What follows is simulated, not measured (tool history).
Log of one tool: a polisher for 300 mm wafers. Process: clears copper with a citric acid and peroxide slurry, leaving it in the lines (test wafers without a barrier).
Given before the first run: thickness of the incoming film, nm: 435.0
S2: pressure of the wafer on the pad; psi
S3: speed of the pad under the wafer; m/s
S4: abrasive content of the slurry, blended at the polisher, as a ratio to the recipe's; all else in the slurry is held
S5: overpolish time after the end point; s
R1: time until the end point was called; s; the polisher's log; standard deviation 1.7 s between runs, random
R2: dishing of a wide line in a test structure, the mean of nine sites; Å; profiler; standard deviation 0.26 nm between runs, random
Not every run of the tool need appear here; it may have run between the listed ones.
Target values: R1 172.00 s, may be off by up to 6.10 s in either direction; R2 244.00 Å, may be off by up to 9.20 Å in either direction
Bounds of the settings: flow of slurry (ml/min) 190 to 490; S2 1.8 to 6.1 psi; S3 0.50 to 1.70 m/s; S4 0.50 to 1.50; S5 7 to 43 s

{"run": 1, "hour": 0.0, "flow of slurry (ml/min)": 315, "S2": 3.9, "S3": 1.1, "S4": 1.0, "S5": 22, "R1": 125.23, "R2": 511.95}
{"run": 2, "hour": 3.9, "flow of slurry (ml/min)": 315, "S2": 3.5, "S3": 1.1, "S4": 1.0, "S5": 19, "R1": 136.33, "R2": 420.91}
{"run": 3, "hour": 7.5, "flow of slurry (ml/min)": 315, "S2": 3.0, "S3": 1.1, "S4": 1.0, "S5": 19, "R1": 155.71, "R2": 379.85}
{"run": 4, "hour": 8.2, "flow of slurry (ml/min)": 315, "S2": 3.0, "S3": 1.1, "S4": 1.0, "S5": 15, "R1": 151.29, "R2": 307.3}
{"run": 5, "hour": 16.5, "flow of slurry (ml/min)": 315, "S2": 3.0, "S3": 1.1, "S4": 0.85, "S5": 15, "R1": 159.61, "R2": 301.3}
{"run": 6, "hour": 23.4, "flow of slurry (ml/min)": 315, "S2": 3.0, "S3": 1.1, "S4": 0.85, "S5": 8, "R1": 157.92, "R2": 169.15}
{"run": 7, "hour": 26.4, "flow of slurry (ml/min)": 315, "S2": 2.8, "S3": 1.12, "S4": 0.9, "S5": 9, "R1": 163.51, "R2": 183.78}
{"run": 8, "hour": 33.7, "flow of slurry (ml/min)": 315, "S2": 2.7, "S3": 1.12, "S4": 0.9, "S5": 10, "R1": 165.31, "R2": 196.09}
{"run": 9, "hour": 38.4, "flow of slurry (ml/min)": 315, "S2": 2.6, "S3": 1.12, "S4": 0.9, "S5": 11, "R1": 171.03, "R2": 207.89}
{"run": 10, "hour": 46.6, "flow of slurry (ml/min)": 315, "S2": 2.6, "S3": 1.12, "S4": 0.9, "S5": 12, "R1": 167.51, "R2": 226.93}
{"run": 11, "hour": 52.4, "flow of slurry (ml/min)": 315, "S2": 2.5, "S3": 1.12, "S4": 0.9, "S5": 12, "R1": 175.36, "R2": 222.25}

Which one of the following 5 next-run settings gets every result inside its allowed miss? There is exactly one.
{"run": "A", "hour": 58.2, "flow of slurry (ml/min)": 300, "S2": 2.7, "S3": 1.04, "S4": 0.9, "S5": 11, "R1": "?", "R2": "?"}
{"run": "B", "hour": 58.2, "flow of slurry (ml/min)": 395, "S2": 2.3, "S3": 1.1, "S4": 0.9, "S5": 14, "R1": "?", "R2": "?"}
{"run": "C", "hour": 58.2, "flow of slurry (ml/min)": 410, "S2": 2.8, "S3": 1.08, "S4": 1.0, "S5": 11, "R1": "?", "R2": "?"}
{"run": "D", "hour": 58.2, "flow of slurry (ml/min)": 335, "S2": 2.7, "S3": 1.06, "S4": 0.85, "S5": 13, "R1": "?", "R2": "?"}
{"run": "E", "hour": 58.2, "flow of slurry (ml/min)": 265, "S2": 3.2, "S3": 0.84, "S4": 1.05, "S5": 11, "R1": "?", "R2": "?"}

move=A R1=174.12 R2=209.50
move=B R1=183.30 R2=249.03
move=C R1=159.09 R2=228.09
move=D R1=172.43 R2=246.99
move=E R1=173.16 R2=211.28
A: further off than the last run
B: corrects the largest miss of the last run, while another result sits out of spec
C: nearer than the last run, and not there yet
D: every result lands within tolerance
E: further off than the last run
D is the move that brings every result within its allowed miss.
